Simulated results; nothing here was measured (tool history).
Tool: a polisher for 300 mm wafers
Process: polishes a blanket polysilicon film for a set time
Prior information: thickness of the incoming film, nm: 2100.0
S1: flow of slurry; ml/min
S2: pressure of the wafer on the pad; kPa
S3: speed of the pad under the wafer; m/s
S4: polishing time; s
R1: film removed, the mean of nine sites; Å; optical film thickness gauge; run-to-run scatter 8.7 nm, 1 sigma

run  hour   S1    S2    S3  S4      R1
  1     0  270  22.1  1.16  42    3923
  2   6.2  270  24.1  1.16  42  4187.8
  3   9.3  270  24.1  1.16  38  3905.9
  4  18.1  270  20.7  1.16  38  3425.7
  5  18.6  270  23.4  1.18  38  3825.2
  6  23.1  270  25.5  1.22  38  4304.8
  7  27.7  270  27.6  1.24  38  4686.8

The next listed run, before its measurement:
  8    36  270  29  1.26  38   ?

Run 8 produced R1 4923.2 Å.

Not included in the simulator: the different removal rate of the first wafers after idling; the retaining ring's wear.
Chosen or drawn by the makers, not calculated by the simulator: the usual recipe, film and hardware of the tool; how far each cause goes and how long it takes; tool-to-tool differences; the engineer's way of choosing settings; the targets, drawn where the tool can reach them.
